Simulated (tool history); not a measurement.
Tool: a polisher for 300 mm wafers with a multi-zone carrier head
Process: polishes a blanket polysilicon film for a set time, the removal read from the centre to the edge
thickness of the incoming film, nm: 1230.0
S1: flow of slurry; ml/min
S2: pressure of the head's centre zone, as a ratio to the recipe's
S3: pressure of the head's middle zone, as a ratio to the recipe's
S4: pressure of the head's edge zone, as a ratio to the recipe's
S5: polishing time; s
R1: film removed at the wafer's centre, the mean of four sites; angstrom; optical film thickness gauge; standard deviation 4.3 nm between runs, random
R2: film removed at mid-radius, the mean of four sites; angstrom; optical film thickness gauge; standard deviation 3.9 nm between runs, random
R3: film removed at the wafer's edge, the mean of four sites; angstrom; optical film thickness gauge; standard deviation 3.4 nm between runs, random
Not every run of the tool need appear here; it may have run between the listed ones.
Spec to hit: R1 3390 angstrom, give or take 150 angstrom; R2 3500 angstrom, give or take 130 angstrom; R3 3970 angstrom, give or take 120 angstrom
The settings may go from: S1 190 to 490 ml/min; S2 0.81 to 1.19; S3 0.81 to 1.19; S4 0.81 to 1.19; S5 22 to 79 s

run    day   S1    S2    S3    S4  S5      R1      R2      R3
  1      0  315     1     1     1  50    3190  3229.5  3191.7
  2  0.325  315     1  1.06     1  50    3187  3396.1  3199.3
  3  0.604  315  0.97  1.06     1  50  3087.5  3393.2  3235.1
  4  0.721  240  0.97  1.06     1  50  2949.3  3241.8  3194.7
  5  0.946  240  0.97  1.13     1  50  3004.7  3467.2  3178.6
  6  1.096  240  0.97  1.12  1.02  51  3051.9    3486  3172.3
  7  1.183  240  0.97   1.1  1.01  52  3087.5  3482.1  3323.5
  8  1.538  235  0.97  1.09  1.01  53  3205.6  3641.7  3304.7
  9  1.846  255  0.96  1.06  1.03  53    3088    3538  3406.4
 10  2.004  255  0.96  1.04  1.04  54  3266.1  3476.7  3459.4
 11    2.3  255  0.95  1.03  1.05  55  3278.9  3602.7  3620.1
 12  2.588  255  0.95  1.02  1.06  55  3211.2  3532.7  3511.1
 13  2.642  255  0.95     1  1.06  56  3273.9  3510.8  3604.7
 14  2.862  255  0.95  0.99  1.07  56  3309.4  3495.4  3624.5
 15  2.946  255  0.95  0.98  1.08  56  3377.6  3456.7    3706
 16  2.971  255  0.95  0.98  1.08  56  3331.5  3533.2  3665.5

Which single option among these 4 for the next run brings every result within its allowed miss of target? Just one does.
  A  2.996  275  0.95  1.05  1.09  53   ?   ?   ?
  B  2.996  245  0.89  0.89  1.05  62   ?   ?   ?
  C  2.996  340  1.06  1.09  1.05  51   ?   ?   ?
  D  2.996  490  0.97  1.04  1.06  51   ?   ?   ?

move      R1      R2      R3
   A  3156.8  3581.8  3491.7
   B  3400.8    3598  3975.8
   C  3474.5  3633.2  3350.2
   D  3272.4  3588.1  3439.5
A: further off than the last run
B: all results land within tolerance of their targets
C: further off than the last run
D: further off than the last run
B meets every target.
